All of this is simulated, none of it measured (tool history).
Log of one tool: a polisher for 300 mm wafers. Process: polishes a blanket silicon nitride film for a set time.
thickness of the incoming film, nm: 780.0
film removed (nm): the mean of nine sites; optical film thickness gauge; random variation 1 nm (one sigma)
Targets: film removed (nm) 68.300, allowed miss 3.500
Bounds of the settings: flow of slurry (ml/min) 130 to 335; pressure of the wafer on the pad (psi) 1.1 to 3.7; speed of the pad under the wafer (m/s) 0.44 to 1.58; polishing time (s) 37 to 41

run,hour,flow of slurry (ml/min),pressure of the wafer on the pad (psi),speed of the pad under the wafer (m/s),polishing time (s),film removed (nm)
1,0.0,215,2.4,1.00,41,44.487
2,5.2,215,2.7,1.00,41,49.174
3,6.6,215,2.9,1.02,41,54.030
4,8.6,215,3.0,1.02,41,54.269
5,9.8,215,3.0,1.02,41,53.516
6,11.6,215,3.1,1.04,41,56.800
7,14.2,215,3.2,1.04,41,58.662
8,15.0,215,3.3,1.04,41,59.215
9,24.1,215,3.4,1.06,41,59.893
10,31.2,215,3.5,1.08,41,64.613

Which of these 5 next moves meets every target?
A,38.3,195,3.5,1.06,41,?
B,38.3,215,3.4,1.24,41,?
C,38.3,195,3.4,1.22,38,?
D,38.3,210,3.6,1.08,39,?
E,38.3,200,3.5,1.08,40,?

move,film removed (nm)
A,62.542
B,67.634
C,61.444
D,62.008
E,61.841
A: further off than the last run
B: meets every target
C: further off than the last run
D: further off than the last run
E: further off than the last run
The right move is B.

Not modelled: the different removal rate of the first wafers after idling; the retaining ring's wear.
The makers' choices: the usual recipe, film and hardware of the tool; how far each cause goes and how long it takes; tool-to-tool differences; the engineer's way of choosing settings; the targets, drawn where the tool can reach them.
